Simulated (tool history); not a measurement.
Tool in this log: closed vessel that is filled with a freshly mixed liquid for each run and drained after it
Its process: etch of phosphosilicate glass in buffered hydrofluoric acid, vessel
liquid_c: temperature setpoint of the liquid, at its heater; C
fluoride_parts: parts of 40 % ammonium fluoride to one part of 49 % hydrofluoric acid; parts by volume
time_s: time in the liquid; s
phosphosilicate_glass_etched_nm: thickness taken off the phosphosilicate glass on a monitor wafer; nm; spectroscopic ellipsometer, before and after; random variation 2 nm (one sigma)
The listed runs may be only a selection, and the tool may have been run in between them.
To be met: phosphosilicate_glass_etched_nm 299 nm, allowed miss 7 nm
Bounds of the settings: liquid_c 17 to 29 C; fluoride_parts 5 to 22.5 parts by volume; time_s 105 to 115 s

| run | hour | liquid_c | fluoride_parts | time_s | phosphosilicate_glass_etched_nm |
|---|---|---|---|---|---|
| 1 | 0 | 21 | 13.5 | 105 | 364.83 |
| 2 | 2.3 | 21 | 13.5 | 105 | 362.73 |
| 3 | 7.2 | 21 | 13.5 | 115 | 397.79 |
| 4 | 13.5 | 21 | 13.5 | 115 | 400.96 |
| 5 | 22.6 | 20 | 14 | 115 | 364.96 |
| 6 | 31.8 | 23 | 14 | 115 | 426.31 |
| 7 | 32.9 | 21 | 14.5 | 115 | 369.55 |
| 8 | 34.9 | 20 | 14.5 | 115 | 353.01 |
| 9 | 42.4 | 19 | 14.5 | 115 | 330.37 |
| 10 | 49.6 | 18.5 | 14.5 | 115 | 325.07 |
| 11 | 55 | 18 | 14.5 | 115 | 315.97 |

Of the 4 settings listed for the next run, only one would bring every result within its allowed miss of target. Which one?
| A | 60.4 | 17.5 | 15 | 110 | ? |
| B | 60.4 | 17.5 | 14.5 | 105 | ? |
| C | 60.4 | 19.5 | 16.5 | 110 | ? |
| D | 60.4 | 18.5 | 15 | 110 | ? |

| move | phosphosilicate_glass_etched_nm |
|---|---|
| A | 284.02 |
| B | 280.3 |
| C | 289.58 |
| D | 300.62 |
A: takes the biggest miss from the last run beyond its target
B: takes the biggest miss from the last run beyond its target
C: takes the biggest miss from the last run beyond its target
D: every result within its allowed miss
D is the move that brings every result within its allowed miss.

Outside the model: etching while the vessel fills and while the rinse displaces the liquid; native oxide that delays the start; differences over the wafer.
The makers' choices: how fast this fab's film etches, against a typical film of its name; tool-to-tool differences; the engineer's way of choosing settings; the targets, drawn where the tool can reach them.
